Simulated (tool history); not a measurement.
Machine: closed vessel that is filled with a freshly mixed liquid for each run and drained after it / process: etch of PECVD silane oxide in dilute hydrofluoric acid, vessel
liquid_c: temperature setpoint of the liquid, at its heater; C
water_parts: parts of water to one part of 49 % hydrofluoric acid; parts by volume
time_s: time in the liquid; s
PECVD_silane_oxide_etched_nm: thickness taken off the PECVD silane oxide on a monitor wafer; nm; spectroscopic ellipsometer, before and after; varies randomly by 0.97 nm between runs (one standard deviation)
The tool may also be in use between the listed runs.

Run 1, hour 0: liquid_c 22 C, water_parts 200 parts by volume, time_s 310 s. Result: PECVD_silane_oxide_etched_nm 70.663 nm.
Run 2, hour 7.6: liquid_c 22 C, water_parts 270 parts by volume, time_s 310 s. Result: PECVD_silane_oxide_etched_nm 49.395 nm.
Run 3, hour 8.3: liquid_c 22 C, water_parts 270 parts by volume, time_s 335 s. Result: PECVD_silane_oxide_etched_nm 52.979 nm.
Run 4, hour 11.8: liquid_c 23.5 C, water_parts 235 parts by volume, time_s 335 s. Result: PECVD_silane_oxide_etched_nm 66.923 nm.
Run 5, hour 13.5: liquid_c 23.5 C, water_parts 190 parts by volume, time_s 335 s. Result: PECVD_silane_oxide_etched_nm 86.776 nm.
Run 6, hour 22.2: liquid_c 24.5 C, water_parts 170 parts by volume, time_s 335 s. Result: PECVD_silane_oxide_etched_nm 103.16 nm.
Run 7, hour 24.6: liquid_c 28.5 C, water_parts 90 parts by volume, time_s 335 s. Result: PECVD_silane_oxide_etched_nm 248.88 nm.

Expected results for the next run?
Run 8, hour 28.4: liquid_c 28 C, water_parts 90 parts by volume, time_s 335 s. Result: PECVD_silane_oxide_etched_nm ?.

PECVD_silane_oxide_etched_nm: 241.77 nm
